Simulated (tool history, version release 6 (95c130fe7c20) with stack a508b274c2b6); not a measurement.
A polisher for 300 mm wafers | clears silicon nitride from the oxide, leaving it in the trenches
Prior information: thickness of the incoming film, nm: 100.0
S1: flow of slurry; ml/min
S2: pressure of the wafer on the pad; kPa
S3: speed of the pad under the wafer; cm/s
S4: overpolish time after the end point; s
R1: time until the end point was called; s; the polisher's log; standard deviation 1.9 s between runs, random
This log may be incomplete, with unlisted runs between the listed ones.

run	hour	S1	S2	S3	S4	R1
1	0.0	270	18.6	82	23	127.53
2	3.3	270	15.2	82	23	164.21
3	10.3	270	17.2	84	23	136.39
4	14.6	270	13.8	84	23	172.81
5	16.3	270	15.9	86	23	148.80
6	17.1	220	15.9	86	23	148.40

Run 7 comes next. What will it give?
7	25.7	220	17.2	88	23	?

{"run 7": {"R1": 135.42}}

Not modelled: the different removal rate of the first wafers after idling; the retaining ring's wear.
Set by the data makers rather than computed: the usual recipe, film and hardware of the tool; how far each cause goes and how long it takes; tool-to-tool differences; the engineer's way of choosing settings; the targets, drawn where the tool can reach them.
